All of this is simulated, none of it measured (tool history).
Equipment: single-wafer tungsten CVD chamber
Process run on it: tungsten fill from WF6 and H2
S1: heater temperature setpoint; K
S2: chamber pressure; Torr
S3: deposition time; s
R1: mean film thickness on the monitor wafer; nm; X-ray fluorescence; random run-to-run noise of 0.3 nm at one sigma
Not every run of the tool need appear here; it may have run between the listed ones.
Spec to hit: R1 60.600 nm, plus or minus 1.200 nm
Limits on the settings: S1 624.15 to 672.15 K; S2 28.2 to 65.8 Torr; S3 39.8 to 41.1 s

run	day	S1	S2	S3	R1
1	0.000	648.15	47.0	39.8	89.406
2	0.192	644.15	46.8	39.8	82.774
3	0.442	644.15	50.0	39.8	84.073
4	0.600	644.15	55.2	39.8	87.905
5	0.854	644.15	55.2	41.1	90.087
6	0.938	644.15	55.2	41.1	90.971
7	0.988	639.15	55.0	41.1	81.897
8	1.275	636.15	54.8	41.1	75.964
9	1.625	624.15	54.4	41.1	58.189

Of the 4 settings listed for the next run, only one would bring every result within its allowed miss of target. Which one?
A	1.975	624.15	51.6	41.1	?
B	1.975	627.15	54.7	39.8	?
C	1.975	624.15	55.4	40.4	?
D	1.975	624.15	57.5	39.9	?

move	R1
A	56.944
B	60.292
C	57.496
D	57.591
A: lands further from the targets than the last run did
B: hits every target within its allowed miss
C: lands further from the targets than the last run did
D: lands further from the targets than the last run did
Correct choice: B, which meets every target

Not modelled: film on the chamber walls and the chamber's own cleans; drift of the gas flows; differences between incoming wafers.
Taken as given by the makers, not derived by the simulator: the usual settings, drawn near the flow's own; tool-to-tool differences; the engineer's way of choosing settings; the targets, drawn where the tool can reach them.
